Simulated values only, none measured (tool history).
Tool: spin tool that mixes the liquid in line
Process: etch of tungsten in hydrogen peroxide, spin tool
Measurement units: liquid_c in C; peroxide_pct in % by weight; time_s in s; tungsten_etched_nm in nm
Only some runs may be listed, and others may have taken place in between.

run,hour,liquid_c,peroxide_pct,time_s,tungsten_etched_nm
1,0,57,17.5,55,116.11
2,2.3,57,17.5,55,117.56
3,9.8,54,17.5,55,98.527
4,11.7,54,19,55,101.51
5,20.2,50,19,55,80.527
6,21.2,50,21,55,83.642
7,22.6,48,21,55,74.861
8,29.8,46.5,21,55,67.521

Run 9, settings as shown, results not yet in. Your forecast:
9,32.2,46,21,55,?

{"run 9": {"tungsten_etched_nm": 66.313}}
